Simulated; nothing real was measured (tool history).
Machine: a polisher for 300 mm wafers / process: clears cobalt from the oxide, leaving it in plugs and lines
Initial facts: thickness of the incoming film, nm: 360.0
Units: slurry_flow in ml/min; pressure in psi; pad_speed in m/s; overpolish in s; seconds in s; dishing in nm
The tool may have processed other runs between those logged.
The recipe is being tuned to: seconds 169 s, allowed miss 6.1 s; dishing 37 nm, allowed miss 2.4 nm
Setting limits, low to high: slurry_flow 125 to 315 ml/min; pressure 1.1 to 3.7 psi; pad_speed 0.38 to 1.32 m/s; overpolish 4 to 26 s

| run | hour | slurry_flow | pressure | pad_speed | overpolish | seconds | dishing |
|---|---|---|---|---|---|---|---|
| 1 | 0 | 205 | 2.4 | 0.84 | 13 | 70.761 | 43.668 |
| 2 | 7.9 | 205 | 2.1 | 0.84 | 13 | 79.05 | 40.864 |
| 3 | 13.2 | 200 | 1.9 | 0.78 | 15 | 94.133 | 41.448 |
| 4 | 22.2 | 200 | 1.9 | 0.58 | 15 | 124.9 | 34.189 |
| 5 | 29.2 | 225 | 1.9 | 0.58 | 15 | 123.21 | 33.952 |
| 6 | 32.9 | 225 | 1.7 | 0.58 | 16 | 137.34 | 32.865 |
| 7 | 34.1 | 225 | 1.6 | 0.58 | 17 | 144.97 | 33.967 |
| 8 | 36.2 | 225 | 1.5 | 0.58 | 18 | 152.76 | 33.882 |
| 9 | 37.4 | 225 | 1.5 | 0.58 | 18 | 156.69 | 33.681 |
| 10 | 42.5 | 225 | 1.5 | 0.58 | 19 | 151.87 | 34.751 |
| 11 | 43.9 | 225 | 1.5 | 0.58 | 19 | 157.75 | 34.025 |
| 12 | 45.2 | 225 | 1.5 | 0.58 | 20 | 152.43 | 36.562 |

Below are 4 possible settings for the next run. Only one of them brings all results inside the allowed miss of their targets. Which is it?
| A | 46.5 | 215 | 1.3 | 0.56 | 24 | ? | ? |
| B | 46.5 | 180 | 1.2 | 0.72 | 22 | ? | ? |
| C | 46.5 | 240 | 1.4 | 0.62 | 16 | ? | ? |
| D | 46.5 | 255 | 1.4 | 0.56 | 23 | ? | ? |

| move | seconds | dishing |
|---|---|---|
| A | 186.14 | 35.802 |
| B | 161.9 | 36.926 |
| C | 155.24 | 30.723 |
| D | 169.95 | 36.881 |
A: pushes the last run's worst result past its target
B: closes in on the targets versus the last run, not all within tolerance yet
C: about the same distance from the targets as the last run
D: all results in spec
The right move is D.

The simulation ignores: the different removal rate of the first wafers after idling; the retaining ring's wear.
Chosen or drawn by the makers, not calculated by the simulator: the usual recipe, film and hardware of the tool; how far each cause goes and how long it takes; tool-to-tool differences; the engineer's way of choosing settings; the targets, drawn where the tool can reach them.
